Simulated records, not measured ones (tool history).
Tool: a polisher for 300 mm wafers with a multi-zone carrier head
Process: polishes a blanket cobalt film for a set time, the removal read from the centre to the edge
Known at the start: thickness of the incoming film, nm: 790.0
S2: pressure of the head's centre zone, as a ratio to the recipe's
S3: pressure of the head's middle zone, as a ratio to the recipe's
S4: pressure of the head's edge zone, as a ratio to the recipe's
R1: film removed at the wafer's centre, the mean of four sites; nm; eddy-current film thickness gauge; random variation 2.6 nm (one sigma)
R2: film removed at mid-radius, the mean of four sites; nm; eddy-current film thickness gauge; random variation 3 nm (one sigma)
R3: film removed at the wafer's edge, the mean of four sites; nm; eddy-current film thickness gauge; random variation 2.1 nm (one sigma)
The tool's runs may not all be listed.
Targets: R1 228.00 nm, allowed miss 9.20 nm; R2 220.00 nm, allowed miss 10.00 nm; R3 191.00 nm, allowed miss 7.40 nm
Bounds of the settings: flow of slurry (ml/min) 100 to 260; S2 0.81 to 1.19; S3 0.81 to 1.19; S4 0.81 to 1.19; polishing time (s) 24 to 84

Run 1, day 0.000: flow of slurry (ml/min) 165, S2 1.00, S3 1.00, S4 1.00, polishing time (s) 54. Result: R1 161.06 nm, R2 161.13 nm, R3 154.14 nm.
Run 2, day 0.288: flow of slurry (ml/min) 175, S2 1.03, S3 1.03, S4 1.02, polishing time (s) 56. Result: R1 171.50 nm, R2 165.35 nm, R3 160.24 nm.
Run 3, day 0.342: flow of slurry (ml/min) 180, S2 1.04, S3 1.05, S4 1.00, polishing time (s) 59. Result: R1 179.33 nm, R2 182.54 nm, R3 174.18 nm.
Run 4, day 0.479: flow of slurry (ml/min) 185, S2 1.07, S3 1.05, S4 0.96, polishing time (s) 60. Result: R1 188.55 nm, R2 186.79 nm, R3 172.71 nm.
Run 5, day 0.612: flow of slurry (ml/min) 190, S2 1.10, S3 1.07, S4 0.95, polishing time (s) 61. Result: R1 198.43 nm, R2 190.78 nm, R3 174.27 nm.
Run 6, day 0.979: flow of slurry (ml/min) 190, S2 1.05, S3 1.07, S4 0.95, polishing time (s) 61. Result: R1 193.32 nm, R2 192.24 nm, R3 171.15 nm.
Run 7, day 1.067: flow of slurry (ml/min) 200, S2 1.07, S3 1.08, S4 0.95, polishing time (s) 62. Result: R1 200.35 nm, R2 197.89 nm, R3 177.74 nm.
Run 8, day 1.358: flow of slurry (ml/min) 205, S2 1.08, S3 1.09, S4 0.95, polishing time (s) 63. Result: R1 206.51 nm, R2 201.97 nm, R3 181.76 nm.

5 next moves are on the table. One of them brings every result within its allowed miss. Which?
Run A, day 1.650: flow of slurry (ml/min) 250, S2 1.09, S3 1.06, S4 0.88, polishing time (s) 68. Result: R1 ?, R2 ?, R3 ?.
Run B, day 1.650: flow of slurry (ml/min) 175, S2 1.00, S3 1.10, S4 0.96, polishing time (s) 64. Result: R1 ?, R2 ?, R3 ?.
Run C, day 1.650: flow of slurry (ml/min) 200, S2 1.18, S3 1.19, S4 0.81, polishing time (s) 66. Result: R1 ?, R2 ?, R3 ?.
Run D, day 1.650: flow of slurry (ml/min) 240, S2 1.03, S3 0.95, S4 1.01, polishing time (s) 63. Result: R1 ?, R2 ?, R3 ?.
Run E, day 1.650: flow of slurry (ml/min) 205, S2 1.04, S3 1.15, S4 0.82, polishing time (s) 63. Result: R1 ?, R2 ?, R3 ?.

move      R1      R2      R3
   A  228.34  224.81  195.81
   B  187.47  208.92  185.50
   C  233.23  234.58  179.25
   D  198.66  189.03  193.16
   E  196.68  218.25  172.52
A: meets every target
B: further off than the last run
C: brings the result that was furthest off to its target, and leaves another outside
D: further off than the last run
E: further off than the last run
Move A is the one to make.
